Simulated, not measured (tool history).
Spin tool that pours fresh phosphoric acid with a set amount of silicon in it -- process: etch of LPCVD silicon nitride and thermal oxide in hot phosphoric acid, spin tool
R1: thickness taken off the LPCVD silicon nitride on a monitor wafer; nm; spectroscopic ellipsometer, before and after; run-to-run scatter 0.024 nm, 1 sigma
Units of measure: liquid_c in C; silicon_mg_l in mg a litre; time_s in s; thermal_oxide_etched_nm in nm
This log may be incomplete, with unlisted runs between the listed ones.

{"run": 1, "hour": 0.0, "liquid_c": 161.0, "silicon_mg_l": 8.5, "time_s": 170, "R1": 15.068, "thermal_oxide_etched_nm": 0.41869}
{"run": 2, "hour": 1.9, "liquid_c": 161.0, "silicon_mg_l": 8.5, "time_s": 105, "R1": 9.2762, "thermal_oxide_etched_nm": 0.2474}
{"run": 3, "hour": 2.7, "liquid_c": 161.0, "silicon_mg_l": 8.5, "time_s": 50, "R1": 4.4494, "thermal_oxide_etched_nm": 0.13378}
{"run": 4, "hour": 7.8, "liquid_c": 160.0, "silicon_mg_l": 8.5, "time_s": 50, "R1": 4.3325, "thermal_oxide_etched_nm": 0.10475}
{"run": 5, "hour": 12.4, "liquid_c": 160.0, "silicon_mg_l": 11.5, "time_s": 50, "R1": 4.311, "thermal_oxide_etched_nm": 0.10965}
{"run": 6, "hour": 18.1, "liquid_c": 160.0, "silicon_mg_l": 10.0, "time_s": 50, "R1": 4.3133, "thermal_oxide_etched_nm": 0.10251}
{"run": 7, "hour": 25.5, "liquid_c": 160.0, "silicon_mg_l": 9.5, "time_s": 50, "R1": 4.3162, "thermal_oxide_etched_nm": 0.11615}
{"run": 8, "hour": 30.9, "liquid_c": 160.5, "silicon_mg_l": 11.5, "time_s": 50, "R1": 4.3779, "thermal_oxide_etched_nm": 0.12007}
{"run": 9, "hour": 36.8, "liquid_c": 160.5, "silicon_mg_l": 9.5, "time_s": 50, "R1": 4.3828, "thermal_oxide_etched_nm": 0.10963}
{"run": 10, "hour": 38.6, "liquid_c": 161.0, "silicon_mg_l": 7.5, "time_s": 50, "R1": 4.4522, "thermal_oxide_etched_nm": 0.13307}
{"run": 11, "hour": 41.9, "liquid_c": 161.0, "silicon_mg_l": 10.0, "time_s": 50, "R1": 4.44, "thermal_oxide_etched_nm": 0.13958}
{"run": 12, "hour": 44.1, "liquid_c": 161.0, "silicon_mg_l": 8.5, "time_s": 55, "R1": 4.8842, "thermal_oxide_etched_nm": 0.147}

Forecast run 13:
{"run": 13, "hour": 52.7, "liquid_c": 161.0, "silicon_mg_l": 7.0, "time_s": 55, "R1": "?", "thermal_oxide_etched_nm": "?"}

Run 13 measured R1 4.8684 nm, thermal_oxide_etched_nm 0.13959 nm.
